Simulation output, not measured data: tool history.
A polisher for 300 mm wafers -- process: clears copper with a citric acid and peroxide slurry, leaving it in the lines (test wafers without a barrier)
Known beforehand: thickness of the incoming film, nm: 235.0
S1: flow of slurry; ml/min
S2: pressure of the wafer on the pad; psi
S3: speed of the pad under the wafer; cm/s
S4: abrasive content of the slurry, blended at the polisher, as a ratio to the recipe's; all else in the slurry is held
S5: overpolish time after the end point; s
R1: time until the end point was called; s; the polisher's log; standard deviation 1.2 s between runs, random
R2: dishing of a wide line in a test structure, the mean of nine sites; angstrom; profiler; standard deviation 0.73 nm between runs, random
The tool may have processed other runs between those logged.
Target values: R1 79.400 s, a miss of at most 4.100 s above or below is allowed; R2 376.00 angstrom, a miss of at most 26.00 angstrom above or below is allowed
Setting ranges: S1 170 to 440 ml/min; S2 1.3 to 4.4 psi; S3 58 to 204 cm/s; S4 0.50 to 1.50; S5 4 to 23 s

run 1 hour=0.0 | S1=280 S2=2.8 S3=130 S4=1.00 S5=12 | R1=82.975 R2=230.13
run 2 hour=4.5 | S1=280 S2=2.8 S3=152 S4=1.00 S5=12 | R1=69.246 R2=269.58
run 3 hour=6.2 | S1=280 S2=2.8 S3=152 S4=1.00 S5=13 | R1=68.894 R2=286.96
run 4 hour=11.5 | S1=280 S2=2.7 S3=152 S4=1.00 S5=14 | R1=72.920 R2=299.89
run 5 hour=17.2 | S1=325 S2=2.7 S3=152 S4=1.00 S5=14 | R1=69.926 R2=304.24
run 6 hour=23.8 | S1=325 S2=2.3 S3=152 S4=1.00 S5=14 | R1=80.717 R2=269.00
run 7 hour=29.7 | S1=325 S2=2.3 S3=152 S4=1.00 S5=14 | R1=79.383 R2=264.63
run 8 hour=32.0 | S1=325 S2=2.3 S3=152 S4=1.00 S5=15 | R1=81.302 R2=278.38
run 9 hour=34.9 | S1=325 S2=2.3 S3=152 S4=1.00 S5=16 | R1=80.954 R2=301.29
run 10 hour=37.5 | S1=325 S2=2.4 S3=152 S4=1.00 S5=18 | R1=79.174 R2=348.20

Which of these 5 next moves meets every target?
run A hour=40.1 | S1=255 S2=2.5 S3=146 S4=1.15 S5=20 | R1=? R2=?
run B hour=40.1 | S1=340 S2=2.2 S3=144 S4=1.00 S5=19 | R1=? R2=?
run C hour=40.1 | S1=190 S2=2.7 S3=150 S4=0.85 S5=17 | R1=? R2=?
run D hour=40.1 | S1=315 S2=2.8 S3=136 S4=0.95 S5=17 | R1=? R2=?
run E hour=40.1 | S1=440 S2=2.5 S3=144 S4=1.10 S5=16 | R1=? R2=?

move=A R1=78.509 R2=384.45
move=B R1=88.443 R2=329.35
move=C R1=79.457 R2=330.34
move=D R1=79.198 R2=331.75
move=E R1=77.300 R2=319.94
A: all results land within tolerance of their targets
B: moves away from the targets compared with the last run
C: moves away from the targets compared with the last run
D: moves away from the targets compared with the last run
E: moves away from the targets compared with the last run
So the answer is move A, the one that meets all the targets.

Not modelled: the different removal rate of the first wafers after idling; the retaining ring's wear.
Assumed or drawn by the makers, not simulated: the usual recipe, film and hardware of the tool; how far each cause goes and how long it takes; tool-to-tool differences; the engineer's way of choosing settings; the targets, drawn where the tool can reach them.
